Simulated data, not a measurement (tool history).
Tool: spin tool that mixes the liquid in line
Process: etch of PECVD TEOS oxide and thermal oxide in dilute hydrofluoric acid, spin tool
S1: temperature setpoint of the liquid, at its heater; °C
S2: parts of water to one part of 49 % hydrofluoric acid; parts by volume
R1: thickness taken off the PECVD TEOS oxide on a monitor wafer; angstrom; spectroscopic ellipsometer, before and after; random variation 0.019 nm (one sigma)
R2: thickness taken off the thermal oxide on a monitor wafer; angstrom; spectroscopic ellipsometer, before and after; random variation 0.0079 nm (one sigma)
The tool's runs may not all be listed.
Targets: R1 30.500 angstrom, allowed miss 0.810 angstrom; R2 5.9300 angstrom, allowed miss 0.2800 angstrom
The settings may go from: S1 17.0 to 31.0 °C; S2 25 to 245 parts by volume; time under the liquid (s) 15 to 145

Run 1, hour 0.0: S1 23.0 °C, S2 135 parts by volume, time under the liquid (s) 75. Result: R1 122.730 angstrom, R2 23.6030 angstrom.
Run 2, hour 1.8: S1 23.0 °C, S2 90 parts by volume, time under the liquid (s) 75. Result: R1 194.600 angstrom, R2 38.0510 angstrom.
Run 3, hour 8.6: S1 21.0 °C, S2 140 parts by volume, time under the liquid (s) 75. Result: R1 108.630 angstrom, R2 21.0200 angstrom.
Run 4, hour 14.2: S1 18.5 °C, S2 140 parts by volume, time under the liquid (s) 75. Result: R1 98.916 angstrom, R2 19.5080 angstrom.
Run 5, hour 15.6: S1 20.0 °C, S2 140 parts by volume, time under the liquid (s) 75. Result: R1 104.840 angstrom, R2 20.6390 angstrom.
Run 6, hour 21.2: S1 20.0 °C, S2 175 parts by volume, time under the liquid (s) 75. Result: R1 80.541 angstrom, R2 15.9130 angstrom.
Run 7, hour 21.8: S1 19.5 °C, S2 195 parts by volume, time under the liquid (s) 65. Result: R1 61.151 angstrom, R2 11.8870 angstrom.
Run 8, hour 25.6: S1 18.5 °C, S2 210 parts by volume, time under the liquid (s) 60. Result: R1 49.377 angstrom, R2 9.3348 angstrom.
Run 9, hour 29.5: S1 19.0 °C, S2 245 parts by volume, time under the liquid (s) 40. Result: R1 28.093 angstrom, R2 5.3798 angstrom.
Run 10, hour 38.3: S1 19.0 °C, S2 245 parts by volume, time under the liquid (s) 40. Result: R1 27.513 angstrom, R2 5.4072 angstrom.

Which of these 4 next moves meets every target?
Run A, hour 47.1: S1 18.5 °C, S2 235 parts by volume, time under the liquid (s) 45. Result: R1 ?, R2 ?.
Run B, hour 47.1: S1 17.0 °C, S2 245 parts by volume, time under the liquid (s) 40. Result: R1 ?, R2 ?.
Run C, hour 47.1: S1 22.0 °C, S2 225 parts by volume, time under the liquid (s) 35. Result: R1 ?, R2 ?.
Run D, hour 47.1: S1 24.0 °C, S2 215 parts by volume, time under the liquid (s) 25. Result: R1 ?, R2 ?.

move      R1      R2
   A  32.078  6.1417
   B  25.577  4.8970
   C  30.036  5.7506
   D  24.422  4.6758
A: takes the result that was furthest off past its target
B: further off than the last run
C: meets every target
D: further off than the last run
Answer: C

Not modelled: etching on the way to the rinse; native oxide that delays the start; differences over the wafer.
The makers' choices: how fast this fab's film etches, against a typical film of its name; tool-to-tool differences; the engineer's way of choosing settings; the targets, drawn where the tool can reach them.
